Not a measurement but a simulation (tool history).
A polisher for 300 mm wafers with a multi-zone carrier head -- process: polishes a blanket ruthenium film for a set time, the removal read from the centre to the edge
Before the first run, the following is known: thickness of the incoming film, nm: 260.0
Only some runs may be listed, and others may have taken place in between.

run  hour  flow of slurry (ml/min)  pressure of the head's centre zone  pressure of the head's middle zone  pressure of the head's edge zone  polishing time (s)  film removed at the wafer's centre (Å)  film removed at mid-radius (Å)  film removed at the wafer's edge (Å)
  1   0.0                      185                                1.00                                1.00                              1.00                  73                                  861.49                          846.65                                846.33
  2   2.6                      185                                0.95                                1.00                              1.00                  73                                  819.45                          853.68                                848.33
  3   7.6                      165                                0.92                                0.96                              0.99                  63                                  672.68                          704.84                                736.32
  4  10.9                      150                                0.89                                0.93                              0.96                  56                                  563.17                          598.78                                636.89
  5  13.5                      150                                0.89                                1.00                              0.96                  56                                  561.95                          622.32                                622.19
  6  15.4                      150                                0.89                                0.91                              0.96                  56                                  561.20                          590.85                                632.37

Expected results for the next run?
  7  21.0                      110                                0.81                                0.83                              0.97                  35                                       ?                               ?                                     ?

Run 7 came out at film removed at the wafer's centre (Å) 289.57, film removed at mid-radius (Å) 332.90, film removed at the wafer's edge (Å) 374.98.
